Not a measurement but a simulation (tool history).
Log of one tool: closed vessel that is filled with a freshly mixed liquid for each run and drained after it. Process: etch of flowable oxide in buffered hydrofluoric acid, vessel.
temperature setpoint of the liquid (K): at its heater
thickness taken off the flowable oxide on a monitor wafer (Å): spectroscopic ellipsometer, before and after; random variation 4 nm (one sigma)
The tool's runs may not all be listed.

| run | day | temperature setpoint of the liquid (K) | parts of 40 % ammonium fluoride to one part of 49 % hydrofluoric acid (parts by volume) | time in the liquid (s) | thickness taken off the flowable oxide on a monitor wafer (Å) |
|---|---|---|---|---|---|
| 1 | 0 | 298.15 | 19 | 90 | 2097.1 |
| 2 | 0.204 | 298.15 | 19 | 95 | 2215.7 |
| 3 | 0.4 | 298.15 | 19 | 90 | 2131.6 |
| 4 | 0.429 | 298.15 | 19 | 90 | 2108.3 |
| 5 | 0.6 | 298.15 | 24.5 | 90 | 1770.3 |
| 6 | 0.821 | 298.15 | 29.5 | 90 | 1571.2 |
| 7 | 0.996 | 302.15 | 23.5 | 95 | 2403.1 |
|  | 1.212 | thermometer replaced |
| 8 | 1.212 | 303.15 | 19.5 | 95 | 2628 |
| 9 | 1.454 | 303.65 | 15.5 | 95 | 3405.4 |
| 10 | 1.512 | 304.15 | 14.5 | 95 | 3697.8 |

The next listed run, before its measurement:
| 11 | 1.604 | 304.65 | 14 | 95 | ? |

thickness taken off the flowable oxide on a monitor wafer (Å): 3966.6
